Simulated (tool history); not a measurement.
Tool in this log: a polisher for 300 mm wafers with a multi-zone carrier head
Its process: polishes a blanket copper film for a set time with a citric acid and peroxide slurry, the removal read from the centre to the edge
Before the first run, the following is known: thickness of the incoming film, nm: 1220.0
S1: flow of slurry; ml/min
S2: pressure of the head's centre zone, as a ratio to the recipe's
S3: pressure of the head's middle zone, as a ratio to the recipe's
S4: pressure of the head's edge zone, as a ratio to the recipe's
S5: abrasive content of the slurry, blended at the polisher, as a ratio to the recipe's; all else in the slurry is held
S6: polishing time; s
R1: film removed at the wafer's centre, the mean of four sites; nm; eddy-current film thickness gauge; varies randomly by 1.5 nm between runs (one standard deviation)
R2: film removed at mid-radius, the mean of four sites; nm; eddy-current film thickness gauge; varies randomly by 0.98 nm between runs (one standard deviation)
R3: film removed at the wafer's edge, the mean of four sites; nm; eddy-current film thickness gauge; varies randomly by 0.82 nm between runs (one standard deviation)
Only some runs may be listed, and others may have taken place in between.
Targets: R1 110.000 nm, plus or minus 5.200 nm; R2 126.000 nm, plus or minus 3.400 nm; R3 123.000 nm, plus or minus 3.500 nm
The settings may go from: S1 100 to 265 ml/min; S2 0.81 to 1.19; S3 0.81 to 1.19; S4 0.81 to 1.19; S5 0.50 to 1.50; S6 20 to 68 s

| run | hour | S1 | S2 | S3 | S4 | S5 | S6 | R1 | R2 | R3 |
|---|---|---|---|---|---|---|---|---|---|---|
| 1 | 0.0 | 170 | 1.00 | 1.00 | 1.00 | 1.00 | 44 | 101.620 | 100.650 | 100.820 |
| 2 | 4.8 | 170 | 0.93 | 1.00 | 1.00 | 1.00 | 44 | 90.736 | 100.050 | 100.350 |
| 3 | 6.3 | 170 | 1.02 | 1.00 | 1.00 | 1.00 | 44 | 101.880 | 99.377 | 100.150 |
| 4 | 7.2 | 170 | 1.02 | 1.03 | 1.00 | 1.00 | 44 | 102.760 | 102.650 | 99.456 |
| 5 | 13.8 | 170 | 1.02 | 1.03 | 0.93 | 1.00 | 44 | 102.640 | 102.670 | 98.436 |
| 6 | 16.6 | 170 | 1.02 | 1.07 | 0.93 | 1.00 | 44 | 101.120 | 106.420 | 97.434 |
| 7 | 24.1 | 180 | 1.00 | 1.06 | 0.96 | 1.10 | 44 | 101.880 | 108.420 | 101.580 |
| 8 | 28.3 | 180 | 1.00 | 1.06 | 0.96 | 1.10 | 44 | 101.670 | 107.260 | 101.160 |
| 9 | 33.3 | 185 | 0.99 | 1.07 | 0.98 | 1.20 | 45 | 108.930 | 115.740 | 107.580 |
| 10 | 37.8 | 190 | 0.97 | 1.07 | 1.01 | 1.25 | 45 | 105.530 | 117.060 | 111.000 |
| 11 | 40.8 | 200 | 0.97 | 1.07 | 1.03 | 1.25 | 45 | 109.080 | 118.400 | 112.200 |
| 12 | 43.7 | 205 | 0.96 | 1.07 | 1.05 | 1.25 | 45 | 107.250 | 116.000 | 112.470 |
| 13 | 51.6 | 205 | 0.95 | 1.08 | 1.06 | 1.30 | 45 | 106.320 | 120.550 | 115.770 |
| 14 | 58.8 | 210 | 0.95 | 1.08 | 1.07 | 1.30 | 45 | 108.520 | 120.560 | 115.200 |
| 15 | 63.6 | 210 | 0.94 | 1.08 | 1.08 | 1.30 | 45 | 106.260 | 119.540 | 115.190 |
| 16 | 66.4 | 215 | 0.94 | 1.08 | 1.09 | 1.35 | 45 | 107.720 | 120.520 | 117.120 |
| 17 | 73.4 | 220 | 0.94 | 1.08 | 1.10 | 1.35 | 45 | 109.180 | 122.060 | 118.290 |
| 18 | 76.6 | 220 | 0.94 | 1.08 | 1.10 | 1.35 | 45 | 108.220 | 121.700 | 119.950 |
| 19 | 85.0 | 225 | 0.94 | 1.08 | 1.10 | 1.35 | 45 | 108.030 | 121.780 | 118.890 |
| 20 | 89.9 | 225 | 0.94 | 1.08 | 1.11 | 1.35 | 45 | 106.270 | 122.130 | 119.540 |

Which single option among these 5 for the next run brings every result within its allowed miss of target? Just one does.
| A | 94.8 | 260 | 1.04 | 1.19 | 1.06 | 1.45 | 42 | ? | ? | ? |
| B | 94.8 | 240 | 0.87 | 1.16 | 1.11 | 1.25 | 44 | ? | ? | ? |
| C | 94.8 | 185 | 0.93 | 1.07 | 1.07 | 1.20 | 49 | ? | ? | ? |
| D | 94.8 | 260 | 0.92 | 1.06 | 1.09 | 1.50 | 43 | ? | ? | ? |
| E | 94.8 | 225 | 0.89 | 1.03 | 1.19 | 1.30 | 47 | ? | ? | ? |

| move | R1 | R2 | R3 |
|---|---|---|---|
| A | 114.240 | 127.330 | 112.540 |
| B | 95.560 | 124.980 | 115.790 |
| C | 108.540 | 124.370 | 122.450 |
| D | 104.100 | 119.050 | 117.990 |
| E | 104.420 | 120.760 | 128.880 |
A: meets the target for the result that was furthest off, but another lies outside its allowed miss
B: meets the target for the result that was furthest off, but another lies outside its allowed miss
C: hits every target within its allowed miss
D: moves away from the targets compared with the last run
E: moves away from the targets compared with the last run
The right move is C.

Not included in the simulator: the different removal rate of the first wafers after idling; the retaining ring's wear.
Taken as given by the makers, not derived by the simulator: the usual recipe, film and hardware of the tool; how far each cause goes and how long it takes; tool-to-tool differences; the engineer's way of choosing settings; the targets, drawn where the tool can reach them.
